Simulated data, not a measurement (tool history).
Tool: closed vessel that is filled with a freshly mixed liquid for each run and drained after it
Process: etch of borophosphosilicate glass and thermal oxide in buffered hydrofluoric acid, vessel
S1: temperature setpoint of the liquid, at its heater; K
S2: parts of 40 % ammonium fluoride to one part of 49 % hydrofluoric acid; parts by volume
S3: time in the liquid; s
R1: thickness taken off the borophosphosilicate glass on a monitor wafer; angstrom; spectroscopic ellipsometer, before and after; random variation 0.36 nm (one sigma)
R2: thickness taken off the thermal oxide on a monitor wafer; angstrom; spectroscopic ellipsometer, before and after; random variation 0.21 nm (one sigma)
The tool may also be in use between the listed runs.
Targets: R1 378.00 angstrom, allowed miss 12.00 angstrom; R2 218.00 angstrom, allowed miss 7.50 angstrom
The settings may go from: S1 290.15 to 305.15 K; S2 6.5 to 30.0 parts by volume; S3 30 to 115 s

run 1 day=0.000 | S1=297.15 S2=18.5 S3=60 | R1=694.70 R2=403.89
run 2 day=0.208 | S1=296.15 S2=19.0 S3=60 | R1=641.83 R2=365.11
run 3 day=0.262 | S1=296.15 S2=19.0 S3=45 | R1=483.24 R2=280.05
run 4 day=0.379 | S1=296.15 S2=19.0 S3=55 | R1=576.62 R2=341.09
run 5 day=0.712 | S1=294.15 S2=19.0 S3=55 | R1=524.89 R2=300.12
run 6 day=0.908 | S1=293.65 S2=19.5 S3=55 | R1=496.30 R2=289.42
run 7 day=0.971 | S1=293.15 S2=20.0 S3=55 | R1=477.66 R2=270.74
run 8 day=1.183 | S1=292.65 S2=20.5 S3=55 | R1=452.13 R2=259.00

5 next moves are on the table. One of them brings every result within its allowed miss. Which?
run A day=1.396 | S1=295.15 S2=23.0 S3=40 | R1=? R2=?
run B day=1.396 | S1=293.65 S2=16.5 S3=35 | R1=? R2=?
run C day=1.396 | S1=291.65 S2=22.5 S3=55 | R1=? R2=?
run D day=1.396 | S1=290.65 S2=22.5 S3=60 | R1=? R2=?
run E day=1.396 | S1=294.15 S2=20.5 S3=40 | R1=? R2=?

move=A R1=349.12 R2=198.25
move=B R1=374.85 R2=212.43
move=C R1=401.32 R2=227.40
move=D R1=413.85 R2=234.34
move=E R1=357.81 R2=203.00
A: takes the result that was furthest off past its target
B: meets every target
C: nearer than the last run, and not there yet
D: nearer than the last run, and not there yet
E: takes the result that was furthest off past its target
Answer: B

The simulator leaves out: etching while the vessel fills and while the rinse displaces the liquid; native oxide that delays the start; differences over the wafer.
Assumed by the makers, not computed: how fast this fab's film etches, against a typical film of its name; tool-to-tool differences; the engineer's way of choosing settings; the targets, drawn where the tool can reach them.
